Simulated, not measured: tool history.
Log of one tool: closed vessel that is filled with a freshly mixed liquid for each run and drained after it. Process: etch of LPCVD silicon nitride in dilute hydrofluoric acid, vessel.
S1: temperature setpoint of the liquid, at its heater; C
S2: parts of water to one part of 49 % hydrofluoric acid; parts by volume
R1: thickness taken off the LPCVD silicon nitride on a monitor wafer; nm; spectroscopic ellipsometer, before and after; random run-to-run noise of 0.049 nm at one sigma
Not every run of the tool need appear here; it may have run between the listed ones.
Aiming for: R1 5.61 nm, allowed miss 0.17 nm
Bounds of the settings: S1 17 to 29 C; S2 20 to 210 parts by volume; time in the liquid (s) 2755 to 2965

run 1 hour=0 | S1=21 S2=115 time_in_the_liquid_(s)=2755 | R1=8.4787
run 2 hour=2.1 | S1=20.5 S2=115 time_in_the_liquid_(s)=2755 | R1=8.2964
run 3 hour=8.6 | S1=20 S2=115 time_in_the_liquid_(s)=2755 | R1=7.856
run 4 hour=16.7 | S1=20 S2=115 time_in_the_liquid_(s)=2965 | R1=8.6367
run 5 hour=18.3 | S1=23.5 S2=115 time_in_the_liquid_(s)=2965 | R1=10.786
run 6 hour=24.2 | S1=21.5 S2=115 time_in_the_liquid_(s)=2965 | R1=9.3453
run 7 hour=29.8 | S1=21 S2=120 time_in_the_liquid_(s)=2965 | R1=8.8162
run 8 hour=36.1 | S1=17 S2=150 time_in_the_liquid_(s)=2955 | R1=5.3335

Pick the move, out of 4, that brings all results within their allowed miss; only one does.
run A hour=42.4 | S1=17.5 S2=165 time_in_the_liquid_(s)=2965 | R1=?
run B hour=42.4 | S1=18 S2=160 time_in_the_liquid_(s)=2875 | R1=?
run C hour=42.4 | S1=18.5 S2=145 time_in_the_liquid_(s)=2875 | R1=?
run D hour=42.4 | S1=17 S2=140 time_in_the_liquid_(s)=2915 | R1=?

move=A R1=5.1294
move=B R1=5.2986
move=C R1=6.0267
move=D R1=5.7092
A: moves away from the targets compared with the last run
B: moves away from the targets compared with the last run
C: the result that was furthest off in the last run now lies on the other side of its target
D: all results land within tolerance of their targets
Answer: D
